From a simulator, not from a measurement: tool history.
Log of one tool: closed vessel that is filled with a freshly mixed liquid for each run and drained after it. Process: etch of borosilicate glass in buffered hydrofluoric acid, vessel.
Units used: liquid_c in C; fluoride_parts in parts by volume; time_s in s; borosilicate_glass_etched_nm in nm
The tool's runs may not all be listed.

| run | day | liquid_c | fluoride_parts | time_s | borosilicate_glass_etched_nm |
|---|---|---|---|---|---|
| 1 | 0 | 23 | 15.5 | 110 | 78.516 |
| 2 | 0.321 | 23 | 18 | 110 | 68.587 |
| 3 | 0.596 | 23 | 19.5 | 110 | 63.533 |
| 4 | 0.708 | 24 | 18.5 | 110 | 70.698 |
| 5 | 0.846 | 26 | 18.5 | 110 | 78.739 |
| 6 | 1.162 | 26 | 18.5 | 120 | 85.673 |
| 7 | 1.35 | 27 | 17.5 | 120 | 94.843 |
| 8 | 1.596 | 27.5 | 17 | 120 | 100.83 |
| 9 | 1.9 | 28 | 16.5 | 120 | 106.67 |

Run 10, settings as shown, results not yet in. Your forecast:
| 10 | 2.129 | 28 | 16.5 | 120 | ? |

Logged for run 10: borosilicate_glass_etched_nm 105.39 nm.

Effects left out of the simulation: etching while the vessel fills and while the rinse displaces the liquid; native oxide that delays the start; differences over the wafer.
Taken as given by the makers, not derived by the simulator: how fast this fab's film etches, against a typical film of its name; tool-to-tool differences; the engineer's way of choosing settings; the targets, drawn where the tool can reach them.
